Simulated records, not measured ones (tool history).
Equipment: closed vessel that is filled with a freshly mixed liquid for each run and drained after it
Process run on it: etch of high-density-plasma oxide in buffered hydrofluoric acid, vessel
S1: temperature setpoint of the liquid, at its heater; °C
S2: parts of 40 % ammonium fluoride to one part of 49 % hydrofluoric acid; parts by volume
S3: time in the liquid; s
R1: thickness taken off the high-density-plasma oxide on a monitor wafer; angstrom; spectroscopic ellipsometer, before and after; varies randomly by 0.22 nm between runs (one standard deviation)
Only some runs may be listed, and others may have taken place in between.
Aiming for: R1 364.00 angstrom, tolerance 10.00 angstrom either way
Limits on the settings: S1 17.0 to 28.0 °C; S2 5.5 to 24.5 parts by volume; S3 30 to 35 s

run 1 day=0.000 | S1=20.0 S2=15.0 S3=35 | R1=205.75
run 2 day=0.362 | S1=22.5 S2=14.5 S3=35 | R1=244.74
run 3 day=0.496 | S1=22.5 S2=14.5 S3=35 | R1=249.03
run 4 day=0.612 | S1=24.0 S2=14.5 S3=35 | R1=266.82
run 5 day=0.821 | S1=25.0 S2=14.0 S3=35 | R1=292.50
run 6 day=1.162 | S1=26.0 S2=13.5 S3=35 | R1=319.39
run 7 day=1.342 | S1=26.5 S2=13.5 S3=35 | R1=331.24
run 8 day=1.529 | S1=27.0 S2=13.5 S3=35 | R1=340.07
run 9 day=1.588 | S1=27.5 S2=13.5 S3=35 | R1=344.57

Below are 5 possible settings for the next run. Only one of them brings all results inside the allowed miss of their targets. Which is it?
run A day=1.646 | S1=27.5 S2=12.0 S3=30 | R1=?
run B day=1.646 | S1=27.5 S2=14.0 S3=35 | R1=?
run C day=1.646 | S1=22.0 S2=8.5 S3=35 | R1=?
run D day=1.646 | S1=20.5 S2=8.5 S3=35 | R1=?
run E day=1.646 | S1=28.0 S2=12.0 S3=30 | R1=?

move=A R1=331.35
move=B R1=332.44
move=C R1=388.52
move=D R1=357.23
move=E R1=340.37
A: lands further from the targets than the last run did
B: lands further from the targets than the last run did
C: pushes the last run's worst result past its target
D: all results in spec
E: lands further from the targets than the last run did
Correct choice: D, which meets every target
